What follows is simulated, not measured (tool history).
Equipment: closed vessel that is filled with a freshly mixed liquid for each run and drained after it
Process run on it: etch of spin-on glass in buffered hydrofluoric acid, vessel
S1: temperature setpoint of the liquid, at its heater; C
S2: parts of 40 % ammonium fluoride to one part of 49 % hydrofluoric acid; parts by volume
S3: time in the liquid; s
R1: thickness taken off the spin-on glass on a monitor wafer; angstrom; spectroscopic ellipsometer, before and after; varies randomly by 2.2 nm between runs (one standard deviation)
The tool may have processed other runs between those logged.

| run | hour | S1 | S2 | S3 | R1 |
|---|---|---|---|---|---|
| 1 | 0 | 23 | 10 | 90 | 2361.5 |
| 2 | 6.4 | 25 | 9.5 | 90 | 2741 |
| 3 | 9.8 | 25 | 12 | 90 | 2207.8 |
| 4 | 13.5 | 25 | 12 | 100 | 2441.9 |
| 5 | 17.3 | 26.5 | 11 | 100 | 2894.4 |
| 6 | 24.4 | 30 | 11 | 100 | 3498.1 |
| 7 | 28.6 | 30 | 10.5 | 100 | 3675.3 |

For run 8, what comes out?
| 8 | 34.3 | 30 | 10 | 100 | ? |

R1: 3843.6 angstrom
